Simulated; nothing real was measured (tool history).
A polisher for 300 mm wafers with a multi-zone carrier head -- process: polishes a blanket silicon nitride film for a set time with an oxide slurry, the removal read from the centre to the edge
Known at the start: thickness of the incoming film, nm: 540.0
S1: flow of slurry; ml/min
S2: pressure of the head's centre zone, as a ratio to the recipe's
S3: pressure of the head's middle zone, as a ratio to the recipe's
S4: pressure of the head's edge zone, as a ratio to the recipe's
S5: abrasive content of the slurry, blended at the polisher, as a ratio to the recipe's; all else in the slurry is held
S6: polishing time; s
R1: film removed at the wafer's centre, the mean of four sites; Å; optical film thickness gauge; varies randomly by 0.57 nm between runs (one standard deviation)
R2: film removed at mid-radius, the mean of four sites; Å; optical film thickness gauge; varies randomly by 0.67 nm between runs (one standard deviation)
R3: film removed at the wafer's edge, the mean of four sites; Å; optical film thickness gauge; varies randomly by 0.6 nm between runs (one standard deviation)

| run | hour | S1 | S2 | S3 | S4 | S5 | S6 | R1 | R2 | R3 |
|---|---|---|---|---|---|---|---|---|---|---|
| 1 | 0.0 | 310 | 1.00 | 1.00 | 1.00 | 1.00 | 85 | 578.19 | 567.56 | 601.36 |
| 2 | 2.5 | 315 | 0.98 | 1.04 | 0.97 | 0.85 | 83 | 504.84 | 535.30 | 511.61 |
| 3 | 5.0 | 315 | 0.95 | 1.03 | 0.95 | 0.80 | 83 | 468.58 | 520.90 | 495.12 |
| 4 | 7.7 | 315 | 0.95 | 1.03 | 0.95 | 0.90 | 83 | 508.81 | 543.31 | 536.79 |
| 5 | 8.6 | 315 | 0.94 | 1.03 | 0.95 | 0.80 | 83 | 458.08 | 516.76 | 494.55 |
| 6 | 9.9 | 315 | 0.94 | 1.03 | 0.95 | 0.80 | 71 | 400.59 | 439.80 | 426.38 |
| 7 | 12.3 | 315 | 0.94 | 1.05 | 0.95 | 0.80 | 71 | 403.18 | 450.59 | 420.23 |

What does the tool deliver on the next run?
| 8 | 13.5 | 315 | 0.94 | 1.05 | 0.95 | 0.80 | 71 | ? | ? | ? |

{"run 8": {"R1": 393.91, "R2": 437.23, "R3": 412.62}}

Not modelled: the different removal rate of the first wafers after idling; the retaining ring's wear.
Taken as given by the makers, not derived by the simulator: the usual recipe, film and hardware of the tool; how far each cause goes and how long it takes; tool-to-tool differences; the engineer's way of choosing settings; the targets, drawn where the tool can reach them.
